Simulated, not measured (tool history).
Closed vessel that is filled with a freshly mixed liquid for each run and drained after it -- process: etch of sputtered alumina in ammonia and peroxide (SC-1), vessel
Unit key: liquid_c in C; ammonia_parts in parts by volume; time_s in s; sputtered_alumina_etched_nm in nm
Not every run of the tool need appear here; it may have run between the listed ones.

run	hour	liquid_c	ammonia_parts	time_s	sputtered_alumina_etched_nm
1	0.0	49.0	0.80	770	26.468
2	8.2	47.0	0.70	770	23.549
3	15.0	45.5	0.60	770	21.284
4	18.3	44.0	0.55	770	19.372
5	23.5	50.0	0.55	770	27.130
6	30.4	48.0	0.50	770	24.102
7	35.3	40.0	0.20	770	14.008

Forecast run 8:
8	40.7	39.5	0.20	770	?

sputtered_alumina_etched_nm: 13.489 nm

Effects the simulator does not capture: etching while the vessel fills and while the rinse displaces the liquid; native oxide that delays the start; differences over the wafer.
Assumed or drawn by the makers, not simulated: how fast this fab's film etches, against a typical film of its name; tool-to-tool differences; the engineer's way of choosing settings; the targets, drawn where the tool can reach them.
